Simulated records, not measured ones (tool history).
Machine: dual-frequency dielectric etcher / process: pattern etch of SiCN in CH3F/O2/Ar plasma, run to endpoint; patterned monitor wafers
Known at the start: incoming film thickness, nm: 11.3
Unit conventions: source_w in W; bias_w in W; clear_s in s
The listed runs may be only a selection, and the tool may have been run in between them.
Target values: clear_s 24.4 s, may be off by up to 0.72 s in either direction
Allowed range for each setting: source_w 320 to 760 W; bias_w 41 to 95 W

{"run": 1, "hour": 0.0, "source_w": 540, "bias_w": 68, "clear_s": 27.774}
{"run": 2, "hour": 1.7, "source_w": 560, "bias_w": 69, "clear_s": 27.236}
{"run": 3, "hour": 10.3, "source_w": 580, "bias_w": 70, "clear_s": 26.708}
{"run": 4, "hour": 19.0, "source_w": 580, "bias_w": 63, "clear_s": 27.571}
{"run": 5, "hour": 25.6, "source_w": 600, "bias_w": 64, "clear_s": 26.935}
{"run": 6, "hour": 28.4, "source_w": 620, "bias_w": 65, "clear_s": 27.023}
{"run": 7, "hour": 35.3, "source_w": 640, "bias_w": 67, "clear_s": 26.144}
{"run": 8, "hour": 36.7, "source_w": 650, "bias_w": 68, "clear_s": 25.487}

Exactly one of the 4 candidate moves below puts every result within its allowed miss. Which one?
{"run": "A", "hour": 38.1, "source_w": 570, "bias_w": 73, "clear_s": "?"}
{"run": "B", "hour": 38.1, "source_w": 650, "bias_w": 56, "clear_s": "?"}
{"run": "C", "hour": 38.1, "source_w": 710, "bias_w": 74, "clear_s": "?"}
{"run": "D", "hour": 38.1, "source_w": 610, "bias_w": 62, "clear_s": "?"}

move=A clear_s=26.296
move=B clear_s=28.082
move=C clear_s=24.146
move=D clear_s=27.527
A: moves away from the targets compared with the last run
B: moves away from the targets compared with the last run
C: meets every target
D: moves away from the targets compared with the last run
Answer: C
